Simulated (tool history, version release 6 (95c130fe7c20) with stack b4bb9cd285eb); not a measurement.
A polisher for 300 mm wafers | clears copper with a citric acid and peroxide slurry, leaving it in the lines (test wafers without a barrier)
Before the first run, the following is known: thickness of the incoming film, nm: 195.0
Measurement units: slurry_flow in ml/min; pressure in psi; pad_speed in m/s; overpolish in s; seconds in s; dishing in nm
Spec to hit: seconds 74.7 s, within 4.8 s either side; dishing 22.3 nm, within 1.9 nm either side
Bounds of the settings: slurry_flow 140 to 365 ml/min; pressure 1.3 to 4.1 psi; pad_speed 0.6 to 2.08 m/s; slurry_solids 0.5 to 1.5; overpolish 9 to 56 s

run 1 hour=0 | slurry_flow=235 pressure=2.7 pad_speed=1.34 slurry_solids=1 overpolish=29 | seconds=59.677 dishing=32
run 2 hour=0.8 | slurry_flow=235 pressure=2.7 pad_speed=1.34 slurry_solids=1.15 overpolish=29 | seconds=57.121 dishing=34.189
run 3 hour=5.6 | slurry_flow=235 pressure=2.6 pad_speed=1.34 slurry_solids=1.05 overpolish=24 | seconds=59.268 dishing=29.986
run 4 hour=11.2 | slurry_flow=235 pressure=2.6 pad_speed=1.34 slurry_solids=1.25 overpolish=24 | seconds=59.572 dishing=30.355
run 5 hour=14.3 | slurry_flow=235 pressure=2.5 pad_speed=1.34 slurry_solids=1.25 overpolish=21 | seconds=61.14 dishing=27.153
run 6 hour=19.7 | slurry_flow=260 pressure=2.5 pad_speed=1.34 slurry_solids=1.25 overpolish=21 | seconds=59.663 dishing=27.681
run 7 hour=24.5 | slurry_flow=260 pressure=2.4 pad_speed=1.34 slurry_solids=1.25 overpolish=20 | seconds=61.105 dishing=27.181
run 8 hour=28.2 | slurry_flow=260 pressure=2.3 pad_speed=1.34 slurry_solids=1.25 overpolish=19 | seconds=65.647 dishing=25.217
run 9 hour=31.6 | slurry_flow=260 pressure=2 pad_speed=1.34 slurry_solids=1.25 overpolish=14 | seconds=74.795 dishing=19.504

Pick the move, out of 5, that brings all results within their allowed miss; only one does.
run A hour=35 | slurry_flow=320 pressure=1.7 pad_speed=1.52 slurry_solids=1.15 overpolish=9 | seconds=? dishing=?
run B hour=35 | slurry_flow=275 pressure=2 pad_speed=1.62 slurry_solids=1.25 overpolish=15 | seconds=? dishing=?
run C hour=35 | slurry_flow=260 pressure=2.2 pad_speed=1.3 slurry_solids=1.3 overpolish=22 | seconds=? dishing=?
run D hour=35 | slurry_flow=270 pressure=2 pad_speed=1.1 slurry_solids=1.25 overpolish=26 | seconds=? dishing=?
run E hour=35 | slurry_flow=280 pressure=1.7 pad_speed=1.6 slurry_solids=1.1 overpolish=17 | seconds=? dishing=?

move=A seconds=79.651 dishing=13.698
move=B seconds=64.287 dishing=22.559
move=C seconds=70.683 dishing=26.4
move=D seconds=89.404 dishing=25.507
move=E seconds=77.896 dishing=21.583
A: lands further from the targets than the last run did
B: gets the furthest-off result to its target, but another result is out of tolerance
C: takes the biggest miss from the last run beyond its target
D: takes the biggest miss from the last run beyond its target
E: all results in spec
Go with E: it meets all targets.
